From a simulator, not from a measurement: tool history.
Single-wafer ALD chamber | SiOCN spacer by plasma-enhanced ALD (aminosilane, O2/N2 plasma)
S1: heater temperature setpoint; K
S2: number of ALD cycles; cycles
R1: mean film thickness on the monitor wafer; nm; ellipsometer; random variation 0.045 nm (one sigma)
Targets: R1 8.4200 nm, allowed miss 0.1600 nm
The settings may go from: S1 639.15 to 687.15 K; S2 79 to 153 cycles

| run | hour | S1 | S2 | R1 |
|---|---|---|---|---|
| 1 | 0.0 | 663.15 | 116 | 7.0413 |
| 2 | 8.8 | 663.15 | 123 | 7.4346 |
| 3 | 9.8 | 663.15 | 114 | 6.8636 |
| 4 | 12.2 | 668.15 | 114 | 6.9790 |
|  | 19.5 | thermocouple changed; heater temperature recalibrated |
| 5 | 19.5 | 668.15 | 102 | 6.1038 |
| 6 | 28.2 | 668.15 | 112 | 6.7264 |
| 7 | 30.4 | 668.15 | 119 | 7.2169 |
| 8 | 38.8 | 668.15 | 124 | 7.5148 |
| 9 | 46.3 | 668.15 | 128 | 7.7052 |
| 10 | 51.6 | 668.15 | 131 | 7.9451 |

Which of these 4 next moves meets every target?
| A | 56.9 | 687.15 | 148 | ? |
| B | 56.9 | 668.15 | 140 | ? |
| C | 56.9 | 687.15 | 151 | ? |
| D | 56.9 | 663.15 | 144 | ? |

| move | R1 |
|---|---|
| A | 8.7056 |
| B | 8.5193 |
| C | 8.8821 |
| D | 8.7627 |
A: takes the result that was furthest off past its target
B: meets every target
C: takes the result that was furthest off past its target
D: takes the result that was furthest off past its target
The right move is B.
